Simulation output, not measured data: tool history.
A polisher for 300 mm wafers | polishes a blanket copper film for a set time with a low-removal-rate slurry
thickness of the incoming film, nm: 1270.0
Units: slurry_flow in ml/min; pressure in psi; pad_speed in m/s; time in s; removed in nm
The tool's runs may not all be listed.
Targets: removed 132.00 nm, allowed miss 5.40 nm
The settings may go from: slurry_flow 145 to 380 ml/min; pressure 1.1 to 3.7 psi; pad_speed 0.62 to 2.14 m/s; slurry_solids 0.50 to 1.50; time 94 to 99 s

run	hour	slurry_flow	pressure	pad_speed	slurry_solids	time	removed
1	0.0	245	2.4	1.38	1.00	94	301.90
2	5.1	245	2.4	1.64	1.00	94	351.61
3	13.8	240	2.1	1.46	1.00	94	281.96
4	19.5	240	2.1	1.46	1.00	99	292.02
5	24.6	240	2.1	1.46	1.00	94	275.65
6	27.5	240	2.1	1.46	1.10	94	279.39
7	32.6	235	1.8	1.34	1.10	94	221.98
8	36.5	235	1.6	1.26	1.10	94	189.72
9	41.1	235	1.5	1.22	1.10	94	170.96
10	49.4	235	1.4	1.20	1.10	94	156.13
11	54.5	235	1.1	1.18	1.10	94	123.02

Which of these 4 next moves meets every target?
A	59.6	260	1.2	1.28	1.15	96	?
B	59.6	190	1.2	1.28	1.00	99	?
C	59.6	205	1.2	1.18	1.00	96	?
D	59.6	245	1.5	1.06	1.00	94	?

move	removed
A	152.24
B	149.75
C	135.07
D	149.44
A: takes the result that was furthest off past its target
B: takes the result that was furthest off past its target
C: meets every target
D: takes the result that was furthest off past its target
The right move is C.

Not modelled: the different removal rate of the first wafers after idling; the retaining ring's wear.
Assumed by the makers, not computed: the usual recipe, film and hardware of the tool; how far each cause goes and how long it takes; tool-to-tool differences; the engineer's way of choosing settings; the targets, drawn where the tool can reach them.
